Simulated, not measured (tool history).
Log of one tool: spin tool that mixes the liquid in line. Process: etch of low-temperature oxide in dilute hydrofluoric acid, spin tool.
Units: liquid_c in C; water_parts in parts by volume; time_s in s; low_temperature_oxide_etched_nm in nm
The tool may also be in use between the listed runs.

run	day	liquid_c	water_parts	time_s	low_temperature_oxide_etched_nm
1	0	24	290	325	17.782
2	0.292	26.5	265	325	21.702
3	0.367	28	250	325	24.219
4	0.417	28	250	325	24.583
5	0.612	26.5	250	325	23.432
6	0.938	26.5	160	325	39.732
7	1.221	24	165	325	34.97
# day 1.267: hydrofluoric acid flow meter replaced
8	1.267	21	170	325	26.868
9	1.458	22	170	325	27.825

Run 10 comes next. What will it give?
10	1.479	22.5	170	325	?

Run 10 gave low_temperature_oxide_etched_nm 28.771 nm.

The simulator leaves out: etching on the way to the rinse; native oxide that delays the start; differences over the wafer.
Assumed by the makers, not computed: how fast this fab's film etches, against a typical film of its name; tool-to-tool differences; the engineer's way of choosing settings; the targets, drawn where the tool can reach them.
